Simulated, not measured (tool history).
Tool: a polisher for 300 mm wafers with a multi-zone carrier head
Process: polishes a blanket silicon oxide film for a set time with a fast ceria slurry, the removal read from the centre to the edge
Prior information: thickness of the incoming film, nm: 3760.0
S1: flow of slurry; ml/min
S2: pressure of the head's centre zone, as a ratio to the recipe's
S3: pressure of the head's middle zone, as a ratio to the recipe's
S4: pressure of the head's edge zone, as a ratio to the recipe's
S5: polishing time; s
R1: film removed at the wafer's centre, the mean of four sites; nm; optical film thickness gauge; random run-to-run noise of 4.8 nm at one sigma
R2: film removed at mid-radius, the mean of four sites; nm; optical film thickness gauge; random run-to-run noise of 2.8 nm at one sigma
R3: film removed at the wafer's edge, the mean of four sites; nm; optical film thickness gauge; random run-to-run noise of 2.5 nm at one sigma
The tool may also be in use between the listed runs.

run 1 day=0 | S1=125 S2=1 S3=1 S4=1 S5=57 | R1=454.63 R2=455.1 R3=460.98
run 2 day=0.142 | S1=120 S2=0.99 S3=0.99 S4=0.96 S5=55 | R1=420.57 R2=427.67 R3=434.43
run 3 day=0.175 | S1=115 S2=1 S3=0.99 S4=0.93 S5=53 | R1=413.12 R2=412.68 R3=410.53
run 4 day=0.45 | S1=115 S2=0.92 S3=0.99 S4=0.93 S5=53 | R1=375.08 R2=411.23 R3=416.25
run 5 day=0.696 | S1=115 S2=0.86 S3=0.99 S4=0.93 S5=53 | R1=356.33 R2=412.42 R3=410.13
run 6 day=1.062 | S1=130 S2=0.86 S3=0.99 S4=0.93 S5=53 | R1=368.2 R2=422.61 R3=415.41
run 7 day=1.4 | S1=130 S2=0.88 S3=0.98 S4=0.9 S5=51 | R1=370.9 R2=399.81 R3=395.75
run 8 day=1.542 | S1=125 S2=0.89 S3=0.98 S4=0.88 S5=50 | R1=354.7 R2=396.92 R3=381.19
run 9 day=1.862 | S1=120 S2=0.91 S3=0.97 S4=0.86 S5=50 | R1=360 R2=387.46 R3=376.9

What will run 10 give?
run 10 day=2.033 | S1=85 S2=0.95 S3=0.97 S4=0.81 S5=49 | R1=? R2=? R3=?

R1: 331.27 nm
R2: 340.54 nm
R3: 334.67 nm

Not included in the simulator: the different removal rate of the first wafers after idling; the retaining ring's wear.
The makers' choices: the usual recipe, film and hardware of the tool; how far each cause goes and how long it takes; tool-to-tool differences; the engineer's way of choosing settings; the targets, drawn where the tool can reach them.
